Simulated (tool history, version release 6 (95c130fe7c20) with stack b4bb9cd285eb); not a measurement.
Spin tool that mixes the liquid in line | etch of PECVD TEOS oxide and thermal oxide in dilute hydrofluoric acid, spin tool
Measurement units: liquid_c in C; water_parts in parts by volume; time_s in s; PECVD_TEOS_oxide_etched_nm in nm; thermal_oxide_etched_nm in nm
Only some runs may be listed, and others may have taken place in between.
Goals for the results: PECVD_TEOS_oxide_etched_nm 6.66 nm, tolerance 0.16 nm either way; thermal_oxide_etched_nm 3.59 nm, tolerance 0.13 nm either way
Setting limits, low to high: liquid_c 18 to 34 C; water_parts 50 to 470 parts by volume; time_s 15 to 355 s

| run | hour | liquid_c | water_parts | time_s | PECVD_TEOS_oxide_etched_nm | thermal_oxide_etched_nm |
|---|---|---|---|---|---|---|
| 1 | 0 | 26 | 260 | 180 | 5.4776 | 2.9499 |
| 2 | 8.5 | 26 | 260 | 250 | 7.6015 | 4.1187 |
| 3 | 9.2 | 26 | 350 | 250 | 5.205 | 2.7974 |
| 4 | 10.5 | 26 | 350 | 280 | 5.731 | 3.085 |
| 5 | 18.5 | 26.5 | 350 | 280 | 5.8365 | 3.1683 |
| 6 | 27 | 27 | 350 | 280 | 5.9124 | 3.2464 |
| 7 | 33.7 | 27 | 350 | 280 | 5.9638 | 3.2172 |
| 8 | 38.8 | 27 | 350 | 280 | 5.9656 | 3.2452 |
| 9 | 44.3 | 27.5 | 350 | 280 | 6.0847 | 3.2979 |
| 10 | 45.9 | 28 | 350 | 280 | 6.1289 | 3.3487 |
| 11 | 50.7 | 29 | 345 | 280 | 6.4458 | 3.5399 |

Consider the 4 candidate settings below. Which is the only one whose results all fall within their allowed miss of target?
| A | 55.5 | 26.5 | 325 | 270 | ? | ? |
| B | 55.5 | 29 | 300 | 240 | ? | ? |
| C | 55.5 | 34 | 340 | 230 | ? | ? |
| D | 55.5 | 33.5 | 355 | 250 | ? | ? |

| move | PECVD_TEOS_oxide_etched_nm | thermal_oxide_etched_nm |
|---|---|---|
| A | 6.2116 | 3.3266 |
| B | 6.6646 | 3.5692 |
| C | 6.3007 | 3.3743 |
| D | 6.3546 | 3.4032 |
A: further off than the last run
B: all results land within tolerance of their targets
C: further off than the last run
D: further off than the last run
The right move is B.
